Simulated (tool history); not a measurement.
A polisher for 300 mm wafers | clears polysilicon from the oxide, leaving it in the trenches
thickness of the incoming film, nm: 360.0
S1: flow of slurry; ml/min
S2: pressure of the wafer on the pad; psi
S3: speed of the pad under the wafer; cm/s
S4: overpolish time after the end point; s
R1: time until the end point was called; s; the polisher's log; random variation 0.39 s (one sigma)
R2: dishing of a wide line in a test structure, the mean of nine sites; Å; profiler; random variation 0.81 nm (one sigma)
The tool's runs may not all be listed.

Run 1, hour 0.0: S1 220 ml/min, S2 2.2 psi, S3 94 cm/s, S4 11 s. Result: R1 54.017 s, R2 566.91 Å.
Run 2, hour 1.2: S1 175 ml/min, S2 2.2 psi, S3 94 cm/s, S4 11 s. Result: R1 54.205 s, R2 554.71 Å.
Run 3, hour 5.9: S1 175 ml/min, S2 2.2 psi, S3 94 cm/s, S4 15 s. Result: R1 54.642 s, R2 665.68 Å.
Run 4, hour 8.4: S1 175 ml/min, S2 2.5 psi, S3 94 cm/s, S4 15 s. Result: R1 48.383 s, R2 701.56 Å.
Run 5, hour 15.8: S1 145 ml/min, S2 2.5 psi, S3 94 cm/s, S4 15 s. Result: R1 49.474 s, R2 700.25 Å.
Run 6, hour 21.6: S1 145 ml/min, S2 2.5 psi, S3 106 cm/s, S4 15 s. Result: R1 42.074 s, R2 734.02 Å.

Run 7 comes next. What will it give?
Run 7, hour 29.6: S1 145 ml/min, S2 2.6 psi, S3 106 cm/s, S4 14 s. Result: R1 ?, R2 ?.

R1: 41.672 s
R2: 729.07 Å
